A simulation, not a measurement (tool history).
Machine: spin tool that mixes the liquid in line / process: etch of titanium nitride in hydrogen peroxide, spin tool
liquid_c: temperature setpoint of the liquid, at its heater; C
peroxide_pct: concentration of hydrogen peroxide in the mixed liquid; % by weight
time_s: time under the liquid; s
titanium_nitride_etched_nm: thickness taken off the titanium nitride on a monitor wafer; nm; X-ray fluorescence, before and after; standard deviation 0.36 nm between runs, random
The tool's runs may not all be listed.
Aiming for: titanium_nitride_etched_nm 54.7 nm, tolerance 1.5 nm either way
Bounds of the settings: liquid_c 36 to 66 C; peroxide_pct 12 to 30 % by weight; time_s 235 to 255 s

run	hour	liquid_c	peroxide_pct	time_s	titanium_nitride_etched_nm
1	0	52	21.5	235	21.653
2	1.9	55	21.5	235	26.465
3	8.7	55	26	235	28.222
4	13.1	55	30	235	28.848
5	21.2	55	30	235	28.839
6	26.2	51.5	30	235	22.24
7	30.8	54.5	30	235	27.981
8	33.7	62.5	30	235	48.008
9	39.5	63	30	235	49.21
10	42.3	63.5	30	235	50.74
11	48.9	64	30	235	53.053

Pick the move, out of 4, that brings all results within their allowed miss; only one does.
A	55.5	62	30	255	?
B	55.5	63	30	240	?
C	55.5	64.5	30	235	?
D	55.5	63.5	29	235	?

move	titanium_nitride_etched_nm
A	50.392
B	50.711
C	54.86
D	50.953
A: further off than the last run
B: further off than the last run
C: each result inside its tolerance
D: further off than the last run
Answer: C
